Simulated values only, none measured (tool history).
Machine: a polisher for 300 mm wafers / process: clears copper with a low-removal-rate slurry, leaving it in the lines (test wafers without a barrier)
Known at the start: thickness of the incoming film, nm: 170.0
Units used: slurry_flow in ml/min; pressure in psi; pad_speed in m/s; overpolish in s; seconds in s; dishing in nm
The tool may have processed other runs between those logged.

Run 1, hour 0: slurry_flow 270 ml/min, pressure 2.3 psi, pad_speed 0.86 m/s, slurry_solids 1, overpolish 18 s. Result: seconds 96.661 s, dishing 24.516 nm.
Run 2, hour 3.7: slurry_flow 270 ml/min, pressure 2.3 psi, pad_speed 0.68 m/s, slurry_solids 1, overpolish 18 s. Result: seconds 123.96 s, dishing 19.397 nm.
Run 3, hour 7.2: slurry_flow 270 ml/min, pressure 1.9 psi, pad_speed 0.68 m/s, slurry_solids 1, overpolish 18 s. Result: seconds 151.66 s, dishing 16.229 nm.
Run 4, hour 8: slurry_flow 270 ml/min, pressure 1.9 psi, pad_speed 0.68 m/s, slurry_solids 1, overpolish 13 s. Result: seconds 146.64 s, dishing 12.109 nm.
Run 5, hour 15.5: slurry_flow 280 ml/min, pressure 1.8 psi, pad_speed 0.68 m/s, slurry_solids 1.05, overpolish 11 s. Result: seconds 146.15 s, dishing 9.8819 nm.
Run 6, hour 19.2: slurry_flow 300 ml/min, pressure 1.7 psi, pad_speed 0.68 m/s, slurry_solids 1.15, overpolish 10 s. Result: seconds 161.37 s, dishing 8.5301 nm.
Run 7, hour 21.9: slurry_flow 325 ml/min, pressure 1.6 psi, pad_speed 0.72 m/s, slurry_solids 1.2, overpolish 9 s. Result: seconds 155.3 s, dishing 8.0111 nm.
Run 8, hour 23.6: slurry_flow 325 ml/min, pressure 1.6 psi, pad_speed 0.72 m/s, slurry_solids 1.2, overpolish 9 s. Result: seconds 154.23 s, dishing 7.8141 nm.

Run 9 is up next; what results do you expect?
Run 9, hour 32.2: slurry_flow 345 ml/min, pressure 1.5 psi, pad_speed 0.76 m/s, slurry_solids 1.25, overpolish 8 s. Result: seconds ?, dishing ?.

{"run 9": {"seconds": 154.01, "dishing": 7.0981}}
